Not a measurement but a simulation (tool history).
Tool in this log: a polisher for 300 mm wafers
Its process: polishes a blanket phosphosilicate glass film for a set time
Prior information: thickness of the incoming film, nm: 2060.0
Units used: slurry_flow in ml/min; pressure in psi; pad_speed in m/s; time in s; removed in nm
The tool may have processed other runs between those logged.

run 1 hour=0.0 | slurry_flow=310 pressure=2.4 pad_speed=1.26 slurry_solids=1.0 time=57 | removed=412.40
run 2 hour=5.2 | slurry_flow=310 pressure=2.5 pad_speed=1.26 slurry_solids=1.0 time=57 | removed=430.57
run 3 hour=9.5 | slurry_flow=310 pressure=2.6 pad_speed=1.26 slurry_solids=1.0 time=57 | removed=450.34
run 4 hour=15.3 | slurry_flow=255 pressure=2.6 pad_speed=1.26 slurry_solids=1.0 time=57 | removed=443.19
run 5 hour=19.8 | slurry_flow=255 pressure=2.6 pad_speed=1.02 slurry_solids=1.0 time=57 | removed=388.73
run 6 hour=27.0 | slurry_flow=255 pressure=2.8 pad_speed=1.04 slurry_solids=1.0 time=57 | removed=423.70
run 7 hour=34.8 | slurry_flow=255 pressure=2.9 pad_speed=1.04 slurry_solids=1.0 time=57 | removed=440.72
run 8 hour=41.5 | slurry_flow=255 pressure=3.0 pad_speed=1.04 slurry_solids=1.0 time=57 | removed=453.15
run 9 hour=45.5 | slurry_flow=255 pressure=3.1 pad_speed=1.06 slurry_solids=1.0 time=57 | removed=471.71
run 10 hour=50.2 | slurry_flow=255 pressure=3.2 pad_speed=1.08 slurry_solids=1.0 time=57 | removed=495.67
run 11 hour=51.3 | slurry_flow=255 pressure=3.3 pad_speed=1.10 slurry_solids=1.0 time=57 | removed=523.94

What will run 12 give?
run 12 hour=59.8 | slurry_flow=255 pressure=3.7 pad_speed=1.12 slurry_solids=1.0 time=57 | removed=?

{"run 12": {"removed": 592.94}}
